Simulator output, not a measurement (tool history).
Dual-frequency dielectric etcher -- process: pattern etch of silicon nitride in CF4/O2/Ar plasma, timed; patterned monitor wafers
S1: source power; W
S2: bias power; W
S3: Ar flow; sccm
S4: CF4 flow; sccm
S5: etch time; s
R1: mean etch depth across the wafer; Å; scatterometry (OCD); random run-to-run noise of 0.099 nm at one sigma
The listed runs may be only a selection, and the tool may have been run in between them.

run	hour	S1	S2	S3	S4	S5	R1
1	0.0	450	68	135	114	17.0	309.57
2	2.6	450	68	135	96	17.0	302.98
3	9.7	450	68	135	96	17.0	304.27
4	15.9	450	68	135	96	17.5	313.68
5	22.0	410	68	135	96	17.5	291.57
# hour 29.3: Ar flow controller replaced
6	29.3	410	68	135	110	17.5	295.32
7	34.2	400	68	135	110	17.5	288.32
8	41.2	390	68	135	110	17.5	284.76
9	42.2	380	68	135	110	17.5	279.11
10	50.2	370	68	135	110	17.5	271.41
11	54.6	360	68	135	110	17.5	267.72
12	60.4	300	66	136	110	17.5	230.81

Run 13 comes next. What will it give?
13	61.4	300	66	136	110	17.5	?

{"run 13": {"R1": 232.37}}
